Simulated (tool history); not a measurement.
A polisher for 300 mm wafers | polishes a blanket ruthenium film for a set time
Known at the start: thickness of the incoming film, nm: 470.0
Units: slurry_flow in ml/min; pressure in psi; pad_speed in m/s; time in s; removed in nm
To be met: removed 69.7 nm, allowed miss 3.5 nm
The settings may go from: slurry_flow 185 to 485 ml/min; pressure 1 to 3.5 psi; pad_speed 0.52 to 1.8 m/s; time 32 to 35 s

run	hour	slurry_flow	pressure	pad_speed	time	removed
1	0	310	2.2	1.16	35	47.155
2	6.2	255	2.2	1.16	35	44.986
3	7.4	265	2.4	1.16	35	48.829
4	11	265	2.4	1.16	35	49.796
5	13.9	275	2.6	1.16	35	54.166
6	21	275	2.6	1.26	35	56.491
7	23.9	280	2.7	1.26	35	60.452
8	25.6	280	2.7	1.26	35	60.776
9	30.4	290	2.8	1.26	35	62.07
10	34.3	290	2.9	1.26	35	65.486

Which of these 4 next moves meets every target?
A	38.2	245	3.1	1.32	34	?
B	38.2	300	3.1	1.44	35	?
C	38.2	365	3.5	1.2	35	?
D	38.2	250	2.8	1.52	35	?

move	removed
A	69.401
B	78.746
C	75.117
D	74.313
A: meets every target
B: takes the result that was furthest off past its target
C: takes the result that was furthest off past its target
D: takes the result that was furthest off past its target
Answer: A

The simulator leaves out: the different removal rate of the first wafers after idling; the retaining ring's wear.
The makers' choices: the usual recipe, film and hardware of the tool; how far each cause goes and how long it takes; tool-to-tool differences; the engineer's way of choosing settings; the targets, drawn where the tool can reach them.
